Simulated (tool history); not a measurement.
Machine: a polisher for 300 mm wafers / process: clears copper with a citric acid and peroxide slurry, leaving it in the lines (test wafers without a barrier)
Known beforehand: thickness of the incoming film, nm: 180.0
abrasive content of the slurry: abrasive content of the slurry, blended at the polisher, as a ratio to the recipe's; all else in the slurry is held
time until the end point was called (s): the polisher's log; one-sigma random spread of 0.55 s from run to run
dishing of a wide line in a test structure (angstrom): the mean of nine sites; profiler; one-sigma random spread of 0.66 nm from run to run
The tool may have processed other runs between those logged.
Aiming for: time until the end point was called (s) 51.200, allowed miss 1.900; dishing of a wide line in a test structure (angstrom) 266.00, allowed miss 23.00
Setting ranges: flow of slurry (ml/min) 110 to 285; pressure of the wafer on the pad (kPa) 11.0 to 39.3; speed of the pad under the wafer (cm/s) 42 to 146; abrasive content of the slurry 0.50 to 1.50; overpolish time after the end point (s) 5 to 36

run,hour,flow of slurry (ml/min),pressure of the wafer on the pad (kPa),speed of the pad under the wafer (cm/s),abrasive content of the slurry,overpolish time after the end point (s),time until the end point was called (s),dishing of a wide line in a test structure (angstrom)
1,0.0,180,24.8,94,1.00,18,66.126,333.88
2,4.9,185,25.5,94,1.00,17,63.546,308.55
3,6.4,185,25.5,76,1.00,17,74.798,275.79
4,7.8,230,25.5,76,1.00,17,71.444,288.76
5,15.9,230,31.7,76,1.00,17,58.025,355.69
6,18.7,270,31.7,76,1.00,17,56.658,359.36
7,20.2,270,32.4,76,1.00,16,56.709,333.53
8,27.9,270,33.1,76,1.00,15,55.356,327.75

Exactly one of the 5 candidate moves below puts every result within its allowed miss. Which one?
A,35.6,275,37.2,66,1.25,11,?,?
B,35.6,285,37.2,72,0.80,17,?,?
C,35.6,255,37.2,78,1.00,15,?,?
D,35.6,270,31.7,80,1.00,11,?,?
E,35.6,275,32.4,80,1.00,20,?,?

move,time until the end point was called (s),dishing of a wide line in a test structure (angstrom)
A,51.395,277.62
B,54.825,376.78
C,49.047,372.60
D,55.884,257.71
E,54.636,426.97
A: every result lands within tolerance
B: moves away from the targets compared with the last run
C: moves away from the targets compared with the last run
D: the furthest-off result lands on target, but another misses its tolerance
E: moves away from the targets compared with the last run
Move A is the one to make.
